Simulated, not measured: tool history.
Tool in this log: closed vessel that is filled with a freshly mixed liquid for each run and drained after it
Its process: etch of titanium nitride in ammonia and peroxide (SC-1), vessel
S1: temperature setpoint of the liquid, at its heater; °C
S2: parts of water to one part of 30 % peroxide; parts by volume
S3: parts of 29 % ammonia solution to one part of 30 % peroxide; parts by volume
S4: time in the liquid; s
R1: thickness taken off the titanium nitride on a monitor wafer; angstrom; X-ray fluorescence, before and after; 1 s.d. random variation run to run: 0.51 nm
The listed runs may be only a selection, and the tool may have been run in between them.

Run 1, hour 0: S1 53 °C, S2 27 parts by volume, S3 0.5 parts by volume, S4 1930 s. Result: R1 904.57 angstrom.
Run 2, hour 3.5: S1 52.5 °C, S2 27 parts by volume, S3 0.5 parts by volume, S4 1930 s. Result: R1 876.49 angstrom.
Run 3, hour 10.1: S1 52 °C, S2 27 parts by volume, S3 0.5 parts by volume, S4 1930 s. Result: R1 850.17 angstrom.
Run 4, hour 14.9: S1 52 °C, S2 27 parts by volume, S3 0.5 parts by volume, S4 2055 s. Result: R1 897.88 angstrom.
Run 5, hour 20.6: S1 45.5 °C, S2 27 parts by volume, S3 0.5 parts by volume, S4 2055 s. Result: R1 571.08 angstrom.
Run 6, hour 22.5: S1 41 °C, S2 27 parts by volume, S3 0.5 parts by volume, S4 2055 s. Result: R1 416.51 angstrom.

The next listed run, before its measurement:
Run 7, hour 32.1: S1 49 °C, S2 27 parts by volume, S3 0.5 parts by volume, S4 2055 s. Result: R1 ?.

{"run 7": {"R1": 737.05}}
